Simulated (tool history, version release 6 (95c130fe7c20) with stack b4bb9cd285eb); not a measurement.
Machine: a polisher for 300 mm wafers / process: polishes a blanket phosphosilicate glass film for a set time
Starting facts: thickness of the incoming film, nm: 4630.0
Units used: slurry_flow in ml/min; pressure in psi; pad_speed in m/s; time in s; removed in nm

run	hour	slurry_flow	pressure	pad_speed	slurry_solids	time	removed
1	0	305	3.3	1.02	1	70	592.96
2	7.5	305	2.9	1.02	1	70	526.26
3	8.8	305	2.9	1.02	1	70	515
4	15.5	305	2.7	1.02	1	70	487.96
5	17.9	305	2.5	1.02	1	70	461.72
6	22	305	2.5	1.02	1	74	484.14
7	26.4	305	2.3	1.02	1	74	438.15
8	33.9	305	2.2	1.02	1	74	431.95

Estimate the outcome of run 9 from the log above:
9	38.3	305	2.1	1.02	1	74	?

{"run 9": {"removed": 413.29}}

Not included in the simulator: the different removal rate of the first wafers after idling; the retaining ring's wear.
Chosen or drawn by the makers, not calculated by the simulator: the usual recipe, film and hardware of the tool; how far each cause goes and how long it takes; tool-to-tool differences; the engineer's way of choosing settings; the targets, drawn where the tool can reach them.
